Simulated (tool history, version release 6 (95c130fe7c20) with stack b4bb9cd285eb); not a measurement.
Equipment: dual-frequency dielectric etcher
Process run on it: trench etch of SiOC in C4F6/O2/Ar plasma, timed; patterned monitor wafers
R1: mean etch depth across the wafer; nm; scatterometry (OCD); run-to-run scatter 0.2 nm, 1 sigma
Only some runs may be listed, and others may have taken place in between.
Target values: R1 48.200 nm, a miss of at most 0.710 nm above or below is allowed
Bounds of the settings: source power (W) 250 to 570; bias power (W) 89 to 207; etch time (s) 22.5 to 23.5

Run 1, hour 0.0: source power (W) 410, bias power (W) 148, etch time (s) 22.5. Result: R1 45.693 nm.
Run 2, hour 6.8: source power (W) 420, bias power (W) 149, etch time (s) 22.5. Result: R1 46.473 nm.
Run 3, hour 12.9: source power (W) 430, bias power (W) 149, etch time (s) 22.5. Result: R1 46.977 nm.
Run 4, hour 18.3: source power (W) 440, bias power (W) 149, etch time (s) 22.5. Result: R1 47.455 nm.
Run 5, hour 22.8: source power (W) 390, bias power (W) 149, etch time (s) 22.5. Result: R1 44.889 nm.
Run 6, hour 23.3: source power (W) 390, bias power (W) 164, etch time (s) 22.5. Result: R1 46.069 nm.
Run 7, hour 29.3: source power (W) 390, bias power (W) 164, etch time (s) 22.5. Result: R1 45.546 nm.
Run 8, hour 38.3: source power (W) 400, bias power (W) 165, etch time (s) 22.5. Result: R1 46.440 nm.
Run 9, hour 45.7: source power (W) 410, bias power (W) 165, etch time (s) 22.5. Result: R1 46.891 nm.
At hour 53.8: wet clean of the chamber.
Run 10, hour 53.8: source power (W) 420, bias power (W) 165, etch time (s) 22.5. Result: R1 46.229 nm.

Exactly one of the 5 candidate moves below puts every result within its allowed miss. Which one?
Run A, hour 61.9: source power (W) 460, bias power (W) 168, etch time (s) 23.0. Result: R1 ?.
Run B, hour 61.9: source power (W) 470, bias power (W) 160, etch time (s) 22.5. Result: R1 ?.
Run C, hour 61.9: source power (W) 410, bias power (W) 151, etch time (s) 22.5. Result: R1 ?.
Run D, hour 61.9: source power (W) 370, bias power (W) 181, etch time (s) 22.5. Result: R1 ?.
Run E, hour 61.9: source power (W) 420, bias power (W) 138, etch time (s) 22.5. Result: R1 ?.

move      R1
   A  49.215
   B  48.058
   C  44.312
   D  44.075
   E  43.885
A: pushes the last run's worst result past its target
B: meets every target
C: further off than the last run
D: further off than the last run
E: further off than the last run
So the answer is move B, the one that meets all the targets.
